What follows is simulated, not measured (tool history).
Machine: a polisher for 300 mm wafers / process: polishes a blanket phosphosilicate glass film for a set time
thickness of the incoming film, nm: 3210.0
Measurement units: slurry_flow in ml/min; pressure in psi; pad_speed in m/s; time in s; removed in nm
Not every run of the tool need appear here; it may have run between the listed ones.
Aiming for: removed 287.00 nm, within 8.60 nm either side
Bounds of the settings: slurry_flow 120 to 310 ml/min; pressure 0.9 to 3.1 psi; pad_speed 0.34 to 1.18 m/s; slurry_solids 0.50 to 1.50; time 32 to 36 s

run 1 hour=0.0 | slurry_flow=200 pressure=2.0 pad_speed=0.76 slurry_solids=1.00 time=36 | removed=148.94
run 2 hour=3.9 | slurry_flow=200 pressure=2.0 pad_speed=0.70 slurry_solids=1.00 time=36 | removed=138.50
run 3 hour=8.3 | slurry_flow=200 pressure=2.0 pad_speed=0.54 slurry_solids=1.00 time=36 | removed=111.37
run 4 hour=12.4 | slurry_flow=150 pressure=2.0 pad_speed=0.54 slurry_solids=1.00 time=36 | removed=105.34
run 5 hour=19.9 | slurry_flow=150 pressure=2.0 pad_speed=0.54 slurry_solids=1.15 time=36 | removed=113.84
run 6 hour=20.6 | slurry_flow=165 pressure=2.2 pad_speed=0.58 slurry_solids=1.15 time=36 | removed=133.55
run 7 hour=23.4 | slurry_flow=210 pressure=2.8 pad_speed=0.78 slurry_solids=1.20 time=36 | removed=223.11
run 8 hour=25.8 | slurry_flow=215 pressure=2.9 pad_speed=0.80 slurry_solids=1.20 time=36 | removed=237.92
run 9 hour=31.1 | slurry_flow=220 pressure=2.9 pad_speed=0.82 slurry_solids=1.20 time=36 | removed=238.55
run 10 hour=35.0 | slurry_flow=220 pressure=2.9 pad_speed=0.84 slurry_solids=1.20 time=36 | removed=239.95
run 11 hour=39.9 | slurry_flow=220 pressure=2.9 pad_speed=0.86 slurry_solids=1.20 time=36 | removed=250.36
run 12 hour=40.5 | slurry_flow=240 pressure=3.1 pad_speed=0.88 slurry_solids=1.20 time=36 | removed=269.42

Of the 5 settings listed for the next run, only one would bring every result within its allowed miss of target. Which one?
run A hour=41.1 | slurry_flow=250 pressure=3.0 pad_speed=0.86 slurry_solids=1.25 time=36 | removed=?
run B hour=41.1 | slurry_flow=240 pressure=3.1 pad_speed=0.88 slurry_solids=1.15 time=35 | removed=?
run C hour=41.1 | slurry_flow=265 pressure=2.9 pad_speed=1.00 slurry_solids=1.30 time=32 | removed=?
run D hour=41.1 | slurry_flow=280 pressure=3.1 pad_speed=0.82 slurry_solids=1.50 time=33 | removed=?
run E hour=41.1 | slurry_flow=245 pressure=3.1 pad_speed=0.98 slurry_solids=1.10 time=36 | removed=?

move=A removed=268.38
move=B removed=260.60
move=C removed=268.68
move=D removed=268.05
move=E removed=286.37
A: moves away from the targets compared with the last run
B: moves away from the targets compared with the last run
C: roughly where the last run was
D: moves away from the targets compared with the last run
E: hits every target within its allowed miss
The right move is E.
